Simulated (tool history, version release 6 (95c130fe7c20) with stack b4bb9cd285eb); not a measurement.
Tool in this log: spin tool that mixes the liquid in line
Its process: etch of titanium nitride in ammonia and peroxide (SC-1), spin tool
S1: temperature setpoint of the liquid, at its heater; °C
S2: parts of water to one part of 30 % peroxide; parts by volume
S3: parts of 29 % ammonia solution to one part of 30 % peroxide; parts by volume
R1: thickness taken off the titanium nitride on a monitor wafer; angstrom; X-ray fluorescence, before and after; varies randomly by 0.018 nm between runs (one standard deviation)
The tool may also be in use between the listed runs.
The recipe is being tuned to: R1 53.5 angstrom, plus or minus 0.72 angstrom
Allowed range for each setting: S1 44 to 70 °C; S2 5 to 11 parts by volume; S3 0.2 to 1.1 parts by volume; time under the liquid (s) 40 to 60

{"run": 1, "hour": 0.0, "S1": 60, "S2": 6, "S3": 0.6, "time under the liquid (s)": 60, "R1": 109.81}
{"run": 2, "hour": 6.3, "S1": 60, "S2": 6, "S3": 0.4, "time under the liquid (s)": 60, "R1": 103.44}
{"run": 3, "hour": 8.3, "S1": 58, "S2": 6, "S3": 0.4, "time under the liquid (s)": 60, "R1": 90.692}
{"run": 4, "hour": 13.4, "S1": 58, "S2": 7, "S3": 0.4, "time under the liquid (s)": 60, "R1": 83.623}
{"run": 5, "hour": 18.9, "S1": 58, "S2": 7, "S3": 0.4, "time under the liquid (s)": 60, "R1": 83.667}
{"run": 6, "hour": 20.5, "S1": 61, "S2": 7, "S3": 0.4, "time under the liquid (s)": 60, "R1": 101.81}
{"run": 7, "hour": 28.3, "S1": 59, "S2": 7, "S3": 0.4, "time under the liquid (s)": 60, "R1": 89.955}
{"run": 8, "hour": 29.5, "S1": 57.5, "S2": 7, "S3": 0.4, "time under the liquid (s)": 60, "R1": 80.644}
{"run": 9, "hour": 34.2, "S1": 56, "S2": 7, "S3": 0.4, "time under the liquid (s)": 60, "R1": 73.313}
{"run": 10, "hour": 35.5, "S1": 50, "S2": 7, "S3": 0.4, "time under the liquid (s)": 60, "R1": 48.575}

4 next moves are on the table. One of them brings every result within its allowed miss. Which?
{"run": "A", "hour": 36.8, "S1": 54, "S2": 8.5, "S3": 0.2, "time under the liquid (s)": 60, "R1": "?"}
{"run": "B", "hour": 36.8, "S1": 50, "S2": 6, "S3": 0.3, "time under the liquid (s)": 60, "R1": "?"}
{"run": "C", "hour": 36.8, "S1": 50, "S2": 5, "S3": 0.55, "time under the liquid (s)": 55, "R1": "?"}
{"run": "D", "hour": 36.8, "S1": 56, "S2": 5.5, "S3": 0.35, "time under the liquid (s)": 40, "R1": "?"}

move=A R1=51.492
move=B R1=50.289
move=C R1=55.536
move=D R1=54.15
A: gains on the last run, yet a result remains outside its allowed miss
B: gains on the last run, yet a result remains outside its allowed miss
C: carries the result that was furthest off beyond its target, to the other side
D: all results in spec
D meets every target.
